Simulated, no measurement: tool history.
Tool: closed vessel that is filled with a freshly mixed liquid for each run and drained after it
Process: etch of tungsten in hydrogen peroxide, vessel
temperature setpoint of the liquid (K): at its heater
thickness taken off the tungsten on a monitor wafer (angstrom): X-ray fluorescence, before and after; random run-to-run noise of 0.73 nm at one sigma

run	hour	temperature setpoint of the liquid (K)	concentration of hydrogen peroxide in the mixed liquid (% by weight)	time in the liquid (s)	thickness taken off the tungsten on a monitor wafer (angstrom)
1	0.0	327.15	16.0	30	401.98
2	4.1	330.65	16.0	30	496.21
3	7.1	331.65	16.0	30	527.38
4	14.7	331.65	16.0	30	522.73
5	15.2	332.65	16.0	30	560.30
6	23.9	332.65	17.5	30	580.45
7	29.2	333.15	17.5	30	602.54

Run 8 comes next. What will it give?
8	38.0	333.65	17.5	30	?

{"run 8": {"thickness taken off the tungsten on a monitor wafer (angstrom)": 628.39}}

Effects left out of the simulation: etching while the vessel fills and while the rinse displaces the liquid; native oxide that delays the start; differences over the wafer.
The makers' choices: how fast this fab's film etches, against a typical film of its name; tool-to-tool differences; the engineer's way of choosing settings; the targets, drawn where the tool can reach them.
